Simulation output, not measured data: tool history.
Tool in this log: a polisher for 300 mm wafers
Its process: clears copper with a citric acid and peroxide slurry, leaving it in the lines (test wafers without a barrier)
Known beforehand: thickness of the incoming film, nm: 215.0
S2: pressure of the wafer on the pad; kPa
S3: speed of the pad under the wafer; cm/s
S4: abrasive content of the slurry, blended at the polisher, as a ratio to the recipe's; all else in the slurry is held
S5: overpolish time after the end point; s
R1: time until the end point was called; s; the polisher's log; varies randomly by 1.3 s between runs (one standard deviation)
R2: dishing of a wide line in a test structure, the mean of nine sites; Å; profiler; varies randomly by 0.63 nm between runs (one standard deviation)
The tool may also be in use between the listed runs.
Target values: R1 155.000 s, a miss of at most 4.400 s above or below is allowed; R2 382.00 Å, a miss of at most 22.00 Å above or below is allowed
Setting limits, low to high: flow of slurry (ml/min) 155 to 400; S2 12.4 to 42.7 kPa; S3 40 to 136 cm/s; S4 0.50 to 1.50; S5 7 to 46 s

Run 1, hour 0.0: flow of slurry (ml/min) 255, S2 27.6 kPa, S3 88 cm/s, S4 1.00, S5 24 s. Result: R1 83.489 s, R2 432.59 Å.
Run 2, hour 7.9: flow of slurry (ml/min) 255, S2 27.6 kPa, S3 88 cm/s, S4 0.85, S5 24 s. Result: R1 86.657 s, R2 410.11 Å.
Run 3, hour 16.8: flow of slurry (ml/min) 255, S2 27.6 kPa, S3 76 cm/s, S4 0.85, S5 24 s. Result: R1 97.726 s, R2 366.47 Å.
Run 4, hour 19.4: flow of slurry (ml/min) 255, S2 27.6 kPa, S3 76 cm/s, S4 0.85, S5 28 s. Result: R1 98.185 s, R2 420.03 Å.
Run 5, hour 23.4: flow of slurry (ml/min) 255, S2 33.8 kPa, S3 76 cm/s, S4 0.85, S5 28 s. Result: R1 80.922 s, R2 496.10 Å.
Run 6, hour 30.3: flow of slurry (ml/min) 255, S2 27.6 kPa, S3 76 cm/s, S4 0.85, S5 31 s. Result: R1 99.737 s, R2 445.72 Å.
Run 7, hour 33.0: flow of slurry (ml/min) 255, S2 23.4 kPa, S3 76 cm/s, S4 0.85, S5 34 s. Result: R1 116.570 s, R2 421.11 Å.
Run 8, hour 36.3: flow of slurry (ml/min) 250, S2 21.4 kPa, S3 76 cm/s, S4 0.85, S5 36 s. Result: R1 126.000 s, R2 406.77 Å.
Run 9, hour 42.7: flow of slurry (ml/min) 245, S2 20.0 kPa, S3 76 cm/s, S4 0.85, S5 38 s. Result: R1 137.150 s, R2 412.71 Å.
Run 10, hour 50.5: flow of slurry (ml/min) 205, S2 17.2 kPa, S3 76 cm/s, S4 0.85, S5 39 s. Result: R1 159.830 s, R2 359.42 Å.

Which of these 5 next moves meets every target?
Run A, hour 58.3: flow of slurry (ml/min) 220, S2 19.3 kPa, S3 72 cm/s, S4 0.95, S5 34 s. Result: R1 ?, R2 ?.
Run B, hour 58.3: flow of slurry (ml/min) 170, S2 23.4 kPa, S3 70 cm/s, S4 0.60, S5 37 s. Result: R1 ?, R2 ?.
Run C, hour 58.3: flow of slurry (ml/min) 180, S2 15.2 kPa, S3 94 cm/s, S4 0.80, S5 41 s. Result: R1 ?, R2 ?.
Run D, hour 58.3: flow of slurry (ml/min) 215, S2 17.2 kPa, S3 84 cm/s, S4 0.80, S5 40 s. Result: R1 ?, R2 ?.
Run E, hour 58.3: flow of slurry (ml/min) 190, S2 24.8 kPa, S3 56 cm/s, S4 0.50, S5 43 s. Result: R1 ?, R2 ?.

move       R1      R2
   A  144.760  347.26
   B  142.580  381.99
   C  154.390  378.43
   D  147.500  388.74
   E  168.050  378.81
A: takes the result that was furthest off past its target
B: takes the result that was furthest off past its target
C: all results in spec
D: takes the result that was furthest off past its target
E: the biggest miss grows against the last run
Correct choice: C, which meets every target
